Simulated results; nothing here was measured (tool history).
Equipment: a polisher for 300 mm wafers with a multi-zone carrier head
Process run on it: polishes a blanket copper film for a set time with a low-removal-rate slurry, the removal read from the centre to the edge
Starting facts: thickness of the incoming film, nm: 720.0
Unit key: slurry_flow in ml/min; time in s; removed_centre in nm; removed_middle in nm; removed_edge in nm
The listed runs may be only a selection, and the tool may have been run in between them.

run	hour	slurry_flow	centre_zone	middle_zone	edge_zone	slurry_solids	time	removed_centre	removed_middle	removed_edge
1	0	305	1	1	1	1	85	171.55	169.04	167.4
2	7.3	305	1.07	1	1	1	85	182.05	171.33	167.82
3	7.8	310	1.08	1.03	1.04	1.15	89	199.98	192.29	185.87
4	13.3	315	1.09	1.04	1.08	1.25	92	214.41	203.54	199.17
5	18.8	315	1.09	1.04	1.13	1.25	92	214.96	200.25	204.32
6	26.1	315	1.09	1.04	1.13	1.45	92	227.07	208.92	213.32
7	28.8	320	1.09	1.06	1.14	1.45	94	228.35	223.23	216.21
8	33.2	325	1.09	1.06	1.15	1.45	96	231.73	225.97	224.96
9	39	330	1.1	1.07	1.16	1.45	97	241.79	225.71	226.67

Run 10, settings as shown, results not yet in. Your forecast:
10	41.3	330	1.09	1.08	1.16	1.45	98	?	?	?

For run 10 the tool returned removed_centre 241.19 nm, removed_middle 238.22 nm, removed_edge 230.32 nm.
